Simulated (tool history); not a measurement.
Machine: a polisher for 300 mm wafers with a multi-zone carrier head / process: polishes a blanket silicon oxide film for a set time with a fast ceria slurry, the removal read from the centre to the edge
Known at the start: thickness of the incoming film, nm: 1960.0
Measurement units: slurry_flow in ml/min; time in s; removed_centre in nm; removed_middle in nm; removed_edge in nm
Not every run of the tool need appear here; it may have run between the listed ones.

run  hour  slurry_flow  centre_zone  middle_zone  edge_zone  time  removed_centre  removed_middle  removed_edge
  1   0.0          255         1.00         1.00       1.00    40          784.79          788.66        767.20
  2   7.2          270         1.03         1.01       1.04    41          824.37          796.32        819.13
  3  11.4          270         1.03         1.01       1.11    41          815.31          805.91        812.25
  4  15.5          270         1.03         1.01       1.16    41          811.44          794.14        841.88
  5  19.4          285         1.06         1.03       1.16    41          837.84          810.30        848.15
  6  26.2          295         1.08         1.05       1.15    41          855.51          854.48        828.94
  7  32.1          295         1.08         1.05       1.15    41          857.95          839.95        835.19

Expected results for the next run?
  8  38.5          305         1.09         1.05       1.16    41               ?               ?             ?

For run 8 the tool returned removed_centre 869.01 nm, removed_middle 834.09 nm, removed_edge 847.54 nm.
